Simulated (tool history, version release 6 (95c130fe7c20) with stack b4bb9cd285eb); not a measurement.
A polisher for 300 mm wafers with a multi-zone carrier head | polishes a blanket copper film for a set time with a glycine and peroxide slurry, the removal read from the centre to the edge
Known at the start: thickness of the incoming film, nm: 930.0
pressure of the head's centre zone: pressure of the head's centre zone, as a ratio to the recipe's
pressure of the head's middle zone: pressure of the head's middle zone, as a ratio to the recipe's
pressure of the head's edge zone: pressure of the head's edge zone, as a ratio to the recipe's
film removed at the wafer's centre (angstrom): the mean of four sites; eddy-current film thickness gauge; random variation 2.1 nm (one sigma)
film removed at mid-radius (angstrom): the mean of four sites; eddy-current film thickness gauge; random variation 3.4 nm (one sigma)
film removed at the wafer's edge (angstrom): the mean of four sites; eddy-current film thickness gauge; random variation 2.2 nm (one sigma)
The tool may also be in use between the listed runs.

| run | hour | flow of slurry (ml/min) | pressure of the head's centre zone | pressure of the head's middle zone | pressure of the head's edge zone | polishing time (s) | film removed at the wafer's centre (angstrom) | film removed at mid-radius (angstrom) | film removed at the wafer's edge (angstrom) |
|---|---|---|---|---|---|---|---|---|---|
| 1 | 0 | 235 | 1 | 1 | 1 | 55 | 2052.5 | 2079.8 | 2113.2 |
| 2 | 7.3 | 235 | 1 | 1 | 1 | 60 | 2235.4 | 2194.5 | 2241.9 |
| 3 | 10 | 235 | 0.98 | 1.01 | 1.01 | 60 | 2225.5 | 2290.7 | 2290.7 |
| 4 | 13.6 | 235 | 0.98 | 1.01 | 1.07 | 60 | 2196.7 | 2310.5 | 2335.5 |
| 5 | 18.4 | 235 | 0.97 | 1.02 | 1.07 | 60 | 2201.5 | 2249.3 | 2365.2 |
| 6 | 22.6 | 235 | 0.95 | 1.04 | 1.06 | 60 | 2114.6 | 2360.5 | 2401.2 |

Run 7, settings as shown, results not yet in. Your forecast:
| 7 | 31.5 | 235 | 0.95 | 1.05 | 1.05 | 60 | ? | ? | ? |

film removed at the wafer's centre (angstrom): 2158.5
film removed at mid-radius (angstrom): 2327.8
film removed at the wafer's edge (angstrom): 2320.8
